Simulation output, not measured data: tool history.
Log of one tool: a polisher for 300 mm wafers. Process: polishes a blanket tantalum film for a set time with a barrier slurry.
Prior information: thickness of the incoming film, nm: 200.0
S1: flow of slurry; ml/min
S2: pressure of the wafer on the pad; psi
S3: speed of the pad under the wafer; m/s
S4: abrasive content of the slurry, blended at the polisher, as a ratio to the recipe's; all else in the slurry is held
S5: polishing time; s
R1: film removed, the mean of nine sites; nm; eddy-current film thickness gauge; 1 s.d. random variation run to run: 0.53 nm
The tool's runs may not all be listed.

| run | hour | S1 | S2 | S3 | S4 | S5 | R1 |
|---|---|---|---|---|---|---|---|
| 1 | 0.0 | 135 | 1.9 | 0.76 | 1.0 | 38 | 51.282 |
| 2 | 3.7 | 155 | 1.9 | 0.76 | 1.0 | 38 | 51.791 |
| 3 | 8.4 | 155 | 1.9 | 0.76 | 1.0 | 38 | 51.897 |
| 4 | 9.2 | 155 | 2.0 | 0.76 | 1.0 | 38 | 53.818 |
| 5 | 16.7 | 155 | 2.1 | 0.76 | 1.0 | 38 | 55.797 |
| 6 | 21.9 | 155 | 2.2 | 0.76 | 1.0 | 38 | 58.135 |

Run 7 has not been measured yet. What should we expect?
| 7 | 22.4 | 185 | 2.6 | 0.76 | 1.0 | 38 | ? |

Run 7 measured R1 66.780 nm.
